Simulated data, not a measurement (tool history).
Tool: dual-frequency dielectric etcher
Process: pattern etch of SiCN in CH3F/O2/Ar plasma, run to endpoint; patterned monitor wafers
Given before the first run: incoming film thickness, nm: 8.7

{"run": 1, "hour": 0.0, "source power (W)": 440, "bias power (W)": 94, "endpoint time (s)": 23.017}
{"run": 2, "hour": 7.2, "source power (W)": 500, "bias power (W)": 94, "endpoint time (s)": 21.955}
{"run": 3, "hour": 12.1, "source power (W)": 520, "bias power (W)": 95, "endpoint time (s)": 21.463}
{"run": 4, "hour": 17.9, "source power (W)": 440, "bias power (W)": 95, "endpoint time (s)": 22.73}
{"run": 5, "hour": 20.9, "source power (W)": 440, "bias power (W)": 81, "endpoint time (s)": 24.563}
{"run": 6, "hour": 25.0, "source power (W)": 470, "bias power (W)": 84, "endpoint time (s)": 23.574}
{"run": 7, "hour": 32.7, "source power (W)": 490, "bias power (W)": 86, "endpoint time (s)": 22.91}

Predict the results of run 8:
{"run": 8, "hour": 34.5, "source power (W)": 510, "bias power (W)": 88, "endpoint time (s)": "?"}

Run 8 measured endpoint time (s) 22.405.
